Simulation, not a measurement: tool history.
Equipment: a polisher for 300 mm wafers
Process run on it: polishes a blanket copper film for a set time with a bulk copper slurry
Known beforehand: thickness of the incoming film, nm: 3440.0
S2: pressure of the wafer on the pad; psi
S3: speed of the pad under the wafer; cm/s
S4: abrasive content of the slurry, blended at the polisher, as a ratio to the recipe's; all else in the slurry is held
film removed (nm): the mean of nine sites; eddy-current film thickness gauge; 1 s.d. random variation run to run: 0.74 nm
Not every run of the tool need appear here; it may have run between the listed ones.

{"run": 1, "hour": 0.0, "flow of slurry (ml/min)": 310, "S2": 3.3, "S3": 112, "S4": 1, "polishing time (s)": 27, "film removed (nm)": 263.96}
{"run": 2, "hour": 0.6, "flow of slurry (ml/min)": 310, "S2": 3.3, "S3": 102, "S4": 1, "polishing time (s)": 27, "film removed (nm)": 239.27}
{"run": 3, "hour": 8.8, "flow of slurry (ml/min)": 310, "S2": 2.8, "S3": 94, "S4": 1, "polishing time (s)": 27, "film removed (nm)": 186.93}
{"run": 4, "hour": 14.1, "flow of slurry (ml/min)": 310, "S2": 2.5, "S3": 90, "S4": 1, "polishing time (s)": 27, "film removed (nm)": 163.27}
{"run": 5, "hour": 19.1, "flow of slurry (ml/min)": 310, "S2": 2.2, "S3": 86, "S4": 1, "polishing time (s)": 27, "film removed (nm)": 140.04}
{"run": 6, "hour": 25.5, "flow of slurry (ml/min)": 310, "S2": 2, "S3": 84, "S4": 1, "polishing time (s)": 27, "film removed (nm)": 127.17}
{"run": 7, "hour": 26.4, "flow of slurry (ml/min)": 310, "S2": 1.9, "S3": 84, "S4": 1, "polishing time (s)": 27, "film removed (nm)": 119.85}
{"run": 8, "hour": 27.7, "flow of slurry (ml/min)": 310, "S2": 1.8, "S3": 84, "S4": 1, "polishing time (s)": 27, "film removed (nm)": 115.53}
{"run": 9, "hour": 31.1, "flow of slurry (ml/min)": 310, "S2": 1.7, "S3": 84, "S4": 1, "polishing time (s)": 27, "film removed (nm)": 109.41}
{"hour": 31.8, "done": "worn pad replaced by a new one"}
{"run": 10, "hour": 31.8, "flow of slurry (ml/min)": 305, "S2": 1.6, "S3": 84, "S4": 1, "polishing time (s)": 27, "film removed (nm)": 112.02}

The next listed run, before its measurement:
{"run": 11, "hour": 37.1, "flow of slurry (ml/min)": 320, "S2": 1.6, "S3": 84, "S4": 1, "polishing time (s)": 27, "film removed (nm)": "?"}

film removed (nm): 113.2
